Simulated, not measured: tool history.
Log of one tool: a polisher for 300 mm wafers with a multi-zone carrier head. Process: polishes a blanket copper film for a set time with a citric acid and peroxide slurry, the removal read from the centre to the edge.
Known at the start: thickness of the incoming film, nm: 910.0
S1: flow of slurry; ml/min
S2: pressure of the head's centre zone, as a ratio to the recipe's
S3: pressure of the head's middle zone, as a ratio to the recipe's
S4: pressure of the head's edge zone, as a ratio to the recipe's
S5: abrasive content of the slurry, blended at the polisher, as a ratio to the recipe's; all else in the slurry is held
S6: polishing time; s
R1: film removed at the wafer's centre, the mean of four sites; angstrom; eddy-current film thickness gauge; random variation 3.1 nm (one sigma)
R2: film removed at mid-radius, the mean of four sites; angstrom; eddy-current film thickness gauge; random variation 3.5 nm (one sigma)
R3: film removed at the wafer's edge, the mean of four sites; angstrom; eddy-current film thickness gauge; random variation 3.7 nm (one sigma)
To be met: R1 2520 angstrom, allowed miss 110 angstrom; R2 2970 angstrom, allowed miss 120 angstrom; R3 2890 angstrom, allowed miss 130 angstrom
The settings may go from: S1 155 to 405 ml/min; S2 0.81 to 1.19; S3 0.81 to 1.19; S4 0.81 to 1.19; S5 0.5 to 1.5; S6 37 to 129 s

Run 1, day 0: S1 260 ml/min, S2 1, S3 1, S4 1, S5 1, S6 83 s. Result: R1 2015.1 angstrom, R2 2071.3 angstrom, R3 2067.8 angstrom.
Run 2, day 0.338: S1 260 ml/min, S2 1.05, S3 1, S4 1, S5 1, S6 83 s. Result: R1 2134.7 angstrom, R2 2078.1 angstrom, R3 2064.2 angstrom.
Run 3, day 0.583: S1 260 ml/min, S2 1.05, S3 1, S4 1, S5 1, S6 102 s. Result: R1 2676.7 angstrom, R2 2514.4 angstrom, R3 2562.4 angstrom.
Run 4, day 0.888: S1 260 ml/min, S2 1.05, S3 1, S4 1, S5 0.85, S6 102 s. Result: R1 2525.7 angstrom, R2 2446.1 angstrom, R3 2409 angstrom.
Run 5, day 1.117: S1 260 ml/min, S2 1.04, S3 1.01, S4 1.01, S5 0.9, S6 102 s. Result: R1 2582.3 angstrom, R2 2434.9 angstrom, R3 2532.9 angstrom.
Run 6, day 1.483: S1 260 ml/min, S2 1.12, S3 1.01, S4 1.01, S5 0.9, S6 102 s. Result: R1 2731.3 angstrom, R2 2494.5 angstrom, R3 2457.5 angstrom.
Run 7, day 1.625: S1 270 ml/min, S2 1.02, S3 1.11, S4 1.11, S5 1.1, S6 103 s. Result: R1 2689.3 angstrom, R2 2819.6 angstrom, R3 2782.3 angstrom.
Run 8, day 1.788: S1 270 ml/min, S2 1.01, S3 1.12, S4 1.11, S5 1.1, S6 103 s. Result: R1 2617.7 angstrom, R2 2768 angstrom, R3 2782.6 angstrom.

5 next moves are on the table. One of them brings every result within its allowed miss. Which?
Run A, day 1.95: S1 260 ml/min, S2 1, S3 1.15, S4 1.12, S5 0.85, S6 116 s. Result: R1 ?, R2 ?, R3 ?.
Run B, day 1.95: S1 295 ml/min, S2 1, S3 1.13, S4 1.1, S5 1.1, S6 107 s. Result: R1 ?, R2 ?, R3 ?.
Run C, day 1.95: S1 225 ml/min, S2 0.94, S3 1.17, S4 1.14, S5 1.05, S6 108 s. Result: R1 ?, R2 ?, R3 ?.
Run D, day 1.95: S1 210 ml/min, S2 1.05, S3 1.19, S4 1.01, S5 1.3, S6 103 s. Result: R1 ?, R2 ?, R3 ?.
Run E, day 1.95: S1 235 ml/min, S2 1.15, S3 1.15, S4 1, S5 1.2, S6 97 s. Result: R1 ?, R2 ?, R3 ?.

move      R1      R2      R3
   A    2739  3008.7  2902.2
   B  2744.2  2978.9  2874.6
   C    2505  2965.1    2860
   D  2809.8  3007.4    2725
   E  2870.4  2739.9  2521.4
A: brings the result that was furthest off to its target, and leaves another outside
B: brings the result that was furthest off to its target, and leaves another outside
C: meets every target
D: brings the result that was furthest off to its target, and leaves another outside
E: further off than the last run
The right move is C.

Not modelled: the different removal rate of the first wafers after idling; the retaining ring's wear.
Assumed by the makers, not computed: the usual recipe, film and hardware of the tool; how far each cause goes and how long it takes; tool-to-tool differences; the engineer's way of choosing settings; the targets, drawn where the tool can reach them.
